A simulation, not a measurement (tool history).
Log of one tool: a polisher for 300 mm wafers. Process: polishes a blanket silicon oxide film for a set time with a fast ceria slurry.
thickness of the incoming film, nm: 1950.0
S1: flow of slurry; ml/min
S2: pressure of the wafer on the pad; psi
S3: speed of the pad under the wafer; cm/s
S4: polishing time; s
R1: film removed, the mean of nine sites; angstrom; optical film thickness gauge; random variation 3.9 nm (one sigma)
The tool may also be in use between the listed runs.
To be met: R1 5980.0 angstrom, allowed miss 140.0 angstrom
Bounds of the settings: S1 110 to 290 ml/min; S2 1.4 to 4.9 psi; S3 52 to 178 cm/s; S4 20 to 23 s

{"run": 1, "hour": 0.0, "S1": 185, "S2": 3.1, "S3": 114, "S4": 23, "R1": 5343.5}
{"run": 2, "hour": 5.6, "S1": 195, "S2": 3.2, "S3": 114, "S4": 23, "R1": 5529.6}
{"run": 3, "hour": 11.5, "S1": 175, "S2": 3.2, "S3": 114, "S4": 23, "R1": 5453.9}
{"run": 4, "hour": 17.4, "S1": 175, "S2": 3.2, "S3": 114, "S4": 23, "R1": 5461.6}
{"run": 5, "hour": 22.4, "S1": 135, "S2": 3.2, "S3": 114, "S4": 23, "R1": 5146.1}
{"run": 6, "hour": 23.9, "S1": 155, "S2": 3.2, "S3": 114, "S4": 23, "R1": 5361.6}
{"run": 7, "hour": 24.4, "S1": 170, "S2": 3.2, "S3": 114, "S4": 23, "R1": 5381.3}
{"run": 8, "hour": 32.9, "S1": 185, "S2": 3.2, "S3": 114, "S4": 23, "R1": 5480.3}
{"run": 9, "hour": 40.3, "S1": 195, "S2": 3.2, "S3": 114, "S4": 23, "R1": 5511.3}
{"run": 10, "hour": 42.7, "S1": 205, "S2": 3.2, "S3": 114, "S4": 23, "R1": 5534.5}
{"run": 11, "hour": 46.7, "S1": 210, "S2": 3.2, "S3": 114, "S4": 23, "R1": 5568.8}
{"run": 12, "hour": 50.3, "S1": 215, "S2": 3.2, "S3": 114, "S4": 23, "R1": 5602.1}
{"run": 13, "hour": 56.0, "S1": 220, "S2": 3.2, "S3": 114, "S4": 23, "R1": 5687.4}
{"run": 14, "hour": 58.3, "S1": 225, "S2": 3.2, "S3": 114, "S4": 23, "R1": 5625.4}
{"run": 15, "hour": 67.2, "S1": 230, "S2": 3.2, "S3": 114, "S4": 23, "R1": 5655.9}

Which of these 4 next moves meets every target?
{"run": "A", "hour": 76.1, "S1": 215, "S2": 3.1, "S3": 122, "S4": 21, "R1": "?"}
{"run": "B", "hour": 76.1, "S1": 210, "S2": 3.4, "S3": 106, "S4": 22, "R1": "?"}
{"run": "C", "hour": 76.1, "S1": 230, "S2": 3.3, "S3": 116, "S4": 23, "R1": "?"}
{"run": "D", "hour": 76.1, "S1": 225, "S2": 3.6, "S3": 118, "S4": 22, "R1": "?"}

move=A R1=5291.9
move=B R1=5274.6
move=C R1=5915.1
move=D R1=6243.7
A: further off than the last run
B: further off than the last run
C: meets every target
D: takes the result that was furthest off past its target
Move C is the one to make.
